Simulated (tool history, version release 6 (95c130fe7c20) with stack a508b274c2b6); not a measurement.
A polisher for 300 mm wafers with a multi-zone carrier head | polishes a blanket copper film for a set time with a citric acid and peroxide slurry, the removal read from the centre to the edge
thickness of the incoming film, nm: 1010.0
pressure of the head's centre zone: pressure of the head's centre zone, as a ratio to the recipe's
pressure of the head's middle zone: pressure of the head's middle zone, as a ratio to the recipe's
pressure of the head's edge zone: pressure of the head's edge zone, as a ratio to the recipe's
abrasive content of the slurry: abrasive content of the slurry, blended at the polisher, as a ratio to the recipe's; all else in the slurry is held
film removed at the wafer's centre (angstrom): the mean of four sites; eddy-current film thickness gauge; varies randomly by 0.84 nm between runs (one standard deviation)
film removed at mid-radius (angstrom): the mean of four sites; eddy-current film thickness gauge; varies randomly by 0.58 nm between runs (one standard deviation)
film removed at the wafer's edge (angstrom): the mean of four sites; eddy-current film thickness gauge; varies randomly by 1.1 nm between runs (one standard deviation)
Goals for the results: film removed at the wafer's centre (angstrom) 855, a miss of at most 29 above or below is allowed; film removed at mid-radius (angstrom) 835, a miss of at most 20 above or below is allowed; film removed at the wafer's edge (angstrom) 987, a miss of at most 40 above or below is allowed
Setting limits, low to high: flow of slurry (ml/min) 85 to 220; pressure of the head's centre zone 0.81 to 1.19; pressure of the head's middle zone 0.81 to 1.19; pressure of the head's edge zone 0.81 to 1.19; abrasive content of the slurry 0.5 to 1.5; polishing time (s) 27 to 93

run,hour,flow of slurry (ml/min),pressure of the head's centre zone,pressure of the head's middle zone,pressure of the head's edge zone,abrasive content of the slurry,polishing time (s),film removed at the wafer's centre (angstrom),film removed at mid-radius (angstrom),film removed at the wafer's edge (angstrom)
1,0,140,1,1,1,1,59,1316.5,1306.5,1264.4
2,5.9,140,1,1.08,1,1,59,1318.2,1402,1265.2
3,8,130,0.98,1.04,1.01,0.9,58,1220,1286.8,1216.4
4,17,130,0.98,1.04,1.07,0.9,58,1253.5,1299.1,1259.8
5,24.1,130,0.98,1.09,1.07,0.9,58,1221.4,1339.7,1234
6,32,130,0.98,1.09,1.07,1.05,58,1251.5,1362.5,1257.5
7,36.2,125,0.96,1.05,1.07,1,56,1151.1,1253.2,1220
8,41.3,120,0.95,1.01,1.06,0.95,55,1132.8,1195.1,1163.5
9,48,115,0.93,0.97,1.08,0.9,53,1026.4,1089.8,1138.1
10,56.1,110,0.93,0.95,1.08,0.85,52,1020.6,1040,1097.1
11,57.3,105,0.92,0.93,1.08,0.8,52,971.3,1018.1,1089.8
12,63.1,105,0.92,0.91,1.08,0.75,51,939.31,959.16,1054
13,65.1,105,0.92,0.89,1.08,0.7,51,915.76,935.15,1044.5
14,68.6,105,0.92,0.88,1.08,0.7,51,934.23,942.66,1039
15,69.7,100,0.92,0.87,1.09,0.7,51,923.97,917.21,1025.9
16,71.5,100,0.92,0.86,1.09,0.7,51,923.87,907.48,1036.6
17,74.7,100,0.92,0.85,1.09,0.7,51,930.79,889.61,1027.4
18,76.1,100,0.91,0.84,1.09,0.7,51,920.5,890.2,1045.1
19,82.7,100,0.91,0.84,1.09,0.7,51,925.05,893.18,1042.9
20,83.4,95,0.9,0.83,1.08,0.65,51,889.79,864.02,1017.7

Exactly one of the 5 candidate moves below puts every result within its allowed miss. Which one?
A,84.1,110,0.88,0.83,1.09,0.6,53,?,?,?
B,84.1,105,0.86,0.85,1.06,0.5,51,?,?,?
C,84.1,90,0.9,0.84,1.09,0.75,49,?,?,?
D,84.1,85,0.86,0.82,1.15,0.7,52,?,?,?
E,84.1,115,0.91,0.87,1.02,0.55,50,?,?,?

move,film removed at the wafer's centre (angstrom),film removed at mid-radius (angstrom),film removed at the wafer's edge (angstrom)
A,941.9,918.25,1078.1
B,861.86,877.13,999.13
C,872.52,843.93,993.72
D,865.8,862.21,1067.3
E,920.11,898.36,980.87
A: its largest miss is bigger than the last run's
B: its largest miss is bigger than the last run's
C: all results in spec
D: its largest miss is bigger than the last run's
E: its largest miss is bigger than the last run's
Go with C: it meets all targets.
